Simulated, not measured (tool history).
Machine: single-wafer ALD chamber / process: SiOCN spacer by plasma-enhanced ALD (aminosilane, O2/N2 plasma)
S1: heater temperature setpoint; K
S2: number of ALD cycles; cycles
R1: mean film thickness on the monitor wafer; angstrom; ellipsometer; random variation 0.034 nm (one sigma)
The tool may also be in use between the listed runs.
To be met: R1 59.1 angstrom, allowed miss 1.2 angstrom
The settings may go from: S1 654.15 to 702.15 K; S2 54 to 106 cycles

| run | hour | S1 | S2 | R1 |
|---|---|---|---|---|
| 1 | 0 | 678.15 | 80 | 52.767 |
| 2 | 0.9 | 676.15 | 82 | 54.047 |
| 3 | 9 | 676.15 | 87 | 57.477 |
| 4 | 13.7 | 676.15 | 77 | 50.316 |
| 5 | 17.1 | 676.15 | 79 | 51.62 |
| 6 | 21.8 | 676.15 | 70 | 45.769 |
| 7 | 23.8 | 675.15 | 74 | 48.807 |
| 8 | 26.2 | 673.15 | 77 | 50.283 |
|  | 28.5 | thermocouple changed; heater temperature recalibrated |
| 9 | 28.5 | 673.15 | 80 | 52.494 |
| 10 | 29.2 | 673.15 | 82 | 53.829 |

Exactly one of the 5 candidate moves below puts every result within its allowed miss. Which one?
| A | 29.9 | 682.15 | 87 | ? |
| B | 29.9 | 677.15 | 78 | ? |
| C | 29.9 | 670.15 | 90 | ? |
| D | 29.9 | 675.15 | 76 | ? |
| E | 29.9 | 676.15 | 95 | ? |

| move | R1 |
|---|---|
| A | 55.804 |
| B | 50.708 |
| C | 59.242 |
| D | 49.672 |
| E | 61.925 |
A: moves toward the targets from the last run without getting all of them in spec
B: moves away from the targets compared with the last run
C: each result inside its tolerance
D: moves away from the targets compared with the last run
E: takes the biggest miss from the last run beyond its target
C is the move that brings every result within its allowed miss.
